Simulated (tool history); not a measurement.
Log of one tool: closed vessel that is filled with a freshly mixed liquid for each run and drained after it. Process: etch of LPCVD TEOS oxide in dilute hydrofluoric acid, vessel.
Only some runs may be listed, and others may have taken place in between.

run	hour	temperature setpoint of the liquid (°C)	parts of water to one part of 49 % hydrofluoric acid (parts by volume)	time in the liquid (s)	thickness taken off the LPCVD TEOS oxide on a monitor wafer (nm)
1	0.0	26.0	150	200	48.908
2	1.7	26.0	125	200	60.588
3	5.0	24.5	125	200	57.533
4	10.5	22.5	135	200	48.549
5	14.2	21.0	140	200	43.837
6	17.8	20.0	145	200	40.160
7	25.9	19.5	145	200	39.402
8	34.2	19.0	145	200	38.369

Estimate the outcome of run 9 from the log above:
9	42.7	18.5	145	200	?

Run 9 came out at thickness taken off the LPCVD TEOS oxide on a monitor wafer (nm) 37.763.
